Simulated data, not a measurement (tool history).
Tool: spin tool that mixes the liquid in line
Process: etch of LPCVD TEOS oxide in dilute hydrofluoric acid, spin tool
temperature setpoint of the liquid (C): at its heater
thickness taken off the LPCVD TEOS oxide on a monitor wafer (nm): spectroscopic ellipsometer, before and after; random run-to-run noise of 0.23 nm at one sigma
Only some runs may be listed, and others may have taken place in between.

run,hour,temperature setpoint of the liquid (C),parts of water to one part of 49 % hydrofluoric acid (parts by volume),time under the liquid (s),thickness taken off the LPCVD TEOS oxide on a monitor wafer (nm)
1,0.0,22.0,100,265,44.210
2,2.1,25.5,100,265,50.697
3,6.5,25.5,85,265,60.546
4,15.2,25.5,55,265,97.893
5,17.3,25.5,30,265,186.720
6,20.4,27.5,30,265,203.110
7,25.5,26.5,35,265,165.760
8,30.8,25.5,40,265,139.470
9,36.8,21.5,80,265,55.664
10,41.7,21.0,80,265,55.340
11,44.3,17.0,115,265,30.856
12,45.8,17.5,115,265,31.810
13,46.4,18.0,115,265,32.003

Run 14 has not been measured yet. What should we expect?
14,54.1,18.5,115,265,?

Run 14 produced thickness taken off the LPCVD TEOS oxide on a monitor wafer (nm) 32.950.
